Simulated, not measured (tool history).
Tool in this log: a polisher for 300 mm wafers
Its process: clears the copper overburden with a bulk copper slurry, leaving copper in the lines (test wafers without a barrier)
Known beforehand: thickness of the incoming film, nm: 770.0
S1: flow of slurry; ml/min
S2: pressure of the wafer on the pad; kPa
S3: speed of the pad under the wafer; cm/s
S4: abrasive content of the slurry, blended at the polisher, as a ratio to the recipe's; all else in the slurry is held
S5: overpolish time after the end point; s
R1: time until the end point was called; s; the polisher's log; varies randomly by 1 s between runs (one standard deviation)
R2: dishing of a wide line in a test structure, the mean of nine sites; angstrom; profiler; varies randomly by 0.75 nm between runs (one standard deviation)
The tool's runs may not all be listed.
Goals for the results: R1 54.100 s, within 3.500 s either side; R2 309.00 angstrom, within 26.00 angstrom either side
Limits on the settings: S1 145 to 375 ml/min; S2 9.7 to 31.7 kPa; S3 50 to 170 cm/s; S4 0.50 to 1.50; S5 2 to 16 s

run	hour	S1	S2	S3	S4	S5	R1	R2
1	0.0	240	20.7	110	1.00	8	68.512	474.38
2	1.5	240	20.7	116	1.00	6	64.085	443.31
3	9.4	250	20.0	118	1.05	5	64.564	393.61
4	10.1	250	20.0	118	1.05	9	65.390	557.26
5	15.9	235	22.1	112	1.00	7	63.725	469.62
6	24.4	275	22.1	112	1.00	7	62.963	474.15
7	28.1	260	23.4	108	1.05	6	61.843	445.00
8	34.8	245	24.1	108	0.95	5	62.364	410.82
9	42.2	240	24.1	108	1.05	4	61.302	343.23
10	46.0	240	24.8	108	1.10	4	57.931	359.15
11	51.4	245	26.2	120	0.85	2	54.958	223.40

Which of these 4 next moves meets every target?
A	56.8	230	26.2	116	1.00	4	?	?
B	56.8	240	31.0	102	0.95	3	?	?
C	56.8	225	26.9	132	0.80	4	?	?
D	56.8	235	31.7	84	1.05	5	?	?

move	R1	R2
A	54.467	374.70
B	54.365	308.37
C	49.537	398.66
D	63.197	395.79
A: takes the biggest miss from the last run beyond its target
B: in spec on every target
C: takes the biggest miss from the last run beyond its target
D: takes the biggest miss from the last run beyond its target
The right move is B.
